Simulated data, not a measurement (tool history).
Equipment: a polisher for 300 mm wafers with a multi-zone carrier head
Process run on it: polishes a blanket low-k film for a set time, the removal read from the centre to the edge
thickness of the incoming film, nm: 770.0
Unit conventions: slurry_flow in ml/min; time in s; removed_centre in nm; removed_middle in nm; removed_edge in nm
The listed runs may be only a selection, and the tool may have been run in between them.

run,day,slurry_flow,centre_zone,middle_zone,edge_zone,slurry_solids,time,removed_centre,removed_middle,removed_edge
1,0.000,255,1.00,1.00,1.00,1.00,51,25.695,21.837,22.343
2,0.329,245,0.96,0.99,0.96,0.95,51,23.385,21.390,21.350
3,0.429,245,0.96,0.99,0.96,0.95,57,26.049,23.447,23.581
4,0.696,245,0.96,1.04,0.96,0.95,57,26.148,24.767,23.656
5,0.825,190,0.96,1.04,0.96,0.95,57,25.429,23.674,23.042
6,0.925,190,0.96,1.04,0.96,0.95,47,20.771,19.315,18.981

What does the tool deliver on the next run?
7,1.212,185,0.95,1.05,0.96,0.95,47,?,?,?

{"run 7": {"removed_centre": 20.237, "removed_middle": 19.295, "removed_edge": 18.568}}
